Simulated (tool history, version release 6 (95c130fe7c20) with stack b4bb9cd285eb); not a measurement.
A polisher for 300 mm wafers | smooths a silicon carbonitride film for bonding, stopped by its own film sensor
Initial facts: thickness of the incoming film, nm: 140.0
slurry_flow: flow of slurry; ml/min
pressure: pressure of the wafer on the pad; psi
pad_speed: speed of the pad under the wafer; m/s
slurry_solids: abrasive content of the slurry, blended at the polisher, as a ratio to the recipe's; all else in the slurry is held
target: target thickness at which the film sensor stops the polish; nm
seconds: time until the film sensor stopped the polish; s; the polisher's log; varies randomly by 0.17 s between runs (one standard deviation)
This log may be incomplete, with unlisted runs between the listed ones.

| run | day | slurry_flow | pressure | pad_speed | slurry_solids | target | seconds |
|---|---|---|---|---|---|---|---|
| 1 | 0 | 175 | 1.3 | 1.14 | 1 | 135 | 22.846 |
| 2 | 0.212 | 175 | 1.3 | 1.14 | 1.15 | 135 | 21.322 |
| 3 | 0.371 | 180 | 1.4 | 1.14 | 1.15 | 135 | 20.138 |
| 4 | 0.496 | 180 | 1.5 | 1.14 | 1.15 | 135 | 18.72 |
| 5 | 0.579 | 180 | 1.6 | 1.14 | 1.15 | 135 | 17.156 |
| 6 | 0.654 | 200 | 1.6 | 1.14 | 1.15 | 135 | 17.285 |
| 7 | 0.942 | 200 | 1.7 | 1.14 | 1.15 | 135 | 15.934 |

The next listed run, before its measurement:
| 8 | 1.158 | 200 | 1.7 | 1.14 | 1.15 | 135 | ? |

seconds: 16.465 s

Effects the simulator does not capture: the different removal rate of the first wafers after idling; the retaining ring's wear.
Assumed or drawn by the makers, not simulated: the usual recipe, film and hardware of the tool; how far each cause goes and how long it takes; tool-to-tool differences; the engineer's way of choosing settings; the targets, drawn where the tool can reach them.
